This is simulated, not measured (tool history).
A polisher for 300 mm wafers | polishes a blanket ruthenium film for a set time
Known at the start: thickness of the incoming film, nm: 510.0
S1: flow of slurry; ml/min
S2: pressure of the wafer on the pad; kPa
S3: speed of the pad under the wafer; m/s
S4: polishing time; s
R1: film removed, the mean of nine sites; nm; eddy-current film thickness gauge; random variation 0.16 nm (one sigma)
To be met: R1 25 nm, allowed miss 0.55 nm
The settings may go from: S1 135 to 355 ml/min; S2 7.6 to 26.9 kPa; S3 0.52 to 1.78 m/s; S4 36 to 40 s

run	hour	S1	S2	S3	S4	R1
1	0	225	17.2	1.14	40	66.689
2	6.3	215	14.5	1	40	51.542
3	8.6	180	14.5	1	40	50.086
4	11.9	180	14.5	1	36	44.605
5	19.3	135	14.5	1	36	42.621
6	22.8	135	12.4	0.94	36	36.351
7	26.2	135	7.6	0.78	36	21.995
8	32.6	165	7.6	0.78	36	22.874
9	39.4	185	7.6	0.78	36	23.108
10	41.6	205	7.6	0.78	36	23.374

5 next moves are on the table. One of them brings every result within its allowed miss. Which?
A	43.8	225	10.3	0.62	39	?
B	43.8	195	9	0.64	40	?
C	43.8	195	7.6	0.8	36	?
D	43.8	200	7.6	0.78	37	?
E	43.8	185	7.6	0.8	36	?

move	R1
A	25.24
B	23.914
C	24.078
D	24.236
E	23.903
A: meets every target
B: nearer than the last run, and not there yet
C: nearer than the last run, and not there yet
D: nearer than the last run, and not there yet
E: nearer than the last run, and not there yet
Answer: A

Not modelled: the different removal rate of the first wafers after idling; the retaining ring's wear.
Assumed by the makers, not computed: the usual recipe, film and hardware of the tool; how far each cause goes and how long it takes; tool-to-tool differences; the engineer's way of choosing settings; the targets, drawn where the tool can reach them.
